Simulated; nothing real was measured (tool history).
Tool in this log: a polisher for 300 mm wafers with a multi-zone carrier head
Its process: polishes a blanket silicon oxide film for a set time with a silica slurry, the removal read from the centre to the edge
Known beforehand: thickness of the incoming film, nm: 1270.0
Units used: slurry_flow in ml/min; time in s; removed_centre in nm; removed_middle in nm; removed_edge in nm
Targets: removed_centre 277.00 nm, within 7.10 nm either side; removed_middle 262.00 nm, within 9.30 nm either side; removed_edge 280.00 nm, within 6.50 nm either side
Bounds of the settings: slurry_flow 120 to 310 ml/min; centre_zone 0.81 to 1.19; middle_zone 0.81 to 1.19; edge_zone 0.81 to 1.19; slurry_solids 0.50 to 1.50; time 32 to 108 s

run 1 hour=0.0 | slurry_flow=200 centre_zone=1.00 middle_zone=1.00 edge_zone=1.00 slurry_solids=1.00 time=70 | removed_centre=300.40 removed_middle=307.42 removed_edge=293.85
run 2 hour=7.1 | slurry_flow=190 centre_zone=1.00 middle_zone=0.98 edge_zone=1.00 slurry_solids=1.00 time=70 | removed_centre=297.74 removed_middle=294.14 removed_edge=287.35
run 3 hour=10.6 | slurry_flow=180 centre_zone=1.00 middle_zone=0.97 edge_zone=1.01 slurry_solids=1.00 time=70 | removed_centre=296.72 removed_middle=294.43 removed_edge=292.22
run 4 hour=19.6 | slurry_flow=175 centre_zone=0.99 middle_zone=0.95 edge_zone=1.00 slurry_solids=1.00 time=70 | removed_centre=290.46 removed_middle=289.62 removed_edge=287.12
run 5 hour=20.3 | slurry_flow=170 centre_zone=0.99 middle_zone=0.93 edge_zone=1.00 slurry_solids=1.00 time=70 | removed_centre=291.73 removed_middle=278.94 removed_edge=290.04
run 6 hour=22.7 | slurry_flow=170 centre_zone=0.99 middle_zone=0.93 edge_zone=0.92 slurry_solids=1.00 time=70 | removed_centre=292.69 removed_middle=287.66 removed_edge=279.87
run 7 hour=23.9 | slurry_flow=165 centre_zone=0.99 middle_zone=0.92 edge_zone=0.93 slurry_solids=1.00 time=70 | removed_centre=295.43 removed_middle=277.58 removed_edge=278.51
run 8 hour=30.5 | slurry_flow=130 centre_zone=0.93 middle_zone=0.90 edge_zone=0.99 slurry_solids=1.00 time=70 | removed_centre=267.20 removed_middle=270.01 removed_edge=280.91

Exactly one of the 5 candidate moves below puts every result within its allowed miss. Which one?
run A hour=37.1 | slurry_flow=120 centre_zone=0.94 middle_zone=0.98 edge_zone=1.05 slurry_solids=1.25 time=62 | removed_centre=? removed_middle=? removed_edge=?
run B hour=37.1 | slurry_flow=120 centre_zone=0.90 middle_zone=0.86 edge_zone=0.88 slurry_solids=1.00 time=71 | removed_centre=? removed_middle=? removed_edge=?
run C hour=37.1 | slurry_flow=120 centre_zone=0.95 middle_zone=1.03 edge_zone=0.98 slurry_solids=1.15 time=64 | removed_centre=? removed_middle=? removed_edge=?
run D hour=37.1 | slurry_flow=125 centre_zone=0.95 middle_zone=0.98 edge_zone=0.95 slurry_solids=0.90 time=71 | removed_centre=? removed_middle=? removed_edge=?
run E hour=37.1 | slurry_flow=185 centre_zone=0.93 middle_zone=0.84 edge_zone=0.91 slurry_solids=1.10 time=67 | removed_centre=? removed_middle=? removed_edge=?

move=A removed_centre=260.76 removed_middle=277.99 removed_edge=281.85
move=B removed_centre=260.46 removed_middle=260.56 removed_edge=271.98
move=C removed_centre=263.28 removed_middle=289.53 removed_edge=272.29
move=D removed_centre=263.82 removed_middle=278.14 removed_edge=268.82
move=E removed_centre=277.33 removed_middle=261.84 removed_edge=279.76
A: its largest miss is bigger than the last run's
B: its largest miss is bigger than the last run's
C: its largest miss is bigger than the last run's
D: its largest miss is bigger than the last run's
E: every result lands within tolerance
Go with E: it meets all targets.
